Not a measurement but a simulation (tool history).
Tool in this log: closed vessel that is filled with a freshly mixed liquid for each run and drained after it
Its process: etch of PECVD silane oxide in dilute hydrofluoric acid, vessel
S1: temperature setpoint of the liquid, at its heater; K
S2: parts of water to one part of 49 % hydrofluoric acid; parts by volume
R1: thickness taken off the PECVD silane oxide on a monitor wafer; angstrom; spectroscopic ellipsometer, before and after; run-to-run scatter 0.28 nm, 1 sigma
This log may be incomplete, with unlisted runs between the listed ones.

{"run": 1, "hour": 0.0, "S1": 299.15, "S2": 40, "time in the liquid (s)": 100, "R1": 545.96}
{"run": 2, "hour": 7.6, "S1": 299.15, "S2": 40, "time in the liquid (s)": 105, "R1": 577.09}
{"run": 3, "hour": 9.0, "S1": 296.65, "S2": 45, "time in the liquid (s)": 105, "R1": 461.84}
{"run": 4, "hour": 12.9, "S1": 295.15, "S2": 45, "time in the liquid (s)": 105, "R1": 430.1}
{"run": 5, "hour": 15.1, "S1": 296.65, "S2": 45, "time in the liquid (s)": 105, "R1": 455.53}
{"run": 6, "hour": 19.8, "S1": 296.65, "S2": 45, "time in the liquid (s)": 105, "R1": 454.7}

Estimate the outcome of run 7 from the log above:
{"run": 7, "hour": 21.8, "S1": 295.15, "S2": 45, "time in the liquid (s)": 105, "R1": "?"}

{"run 7": {"R1": 432.14}}
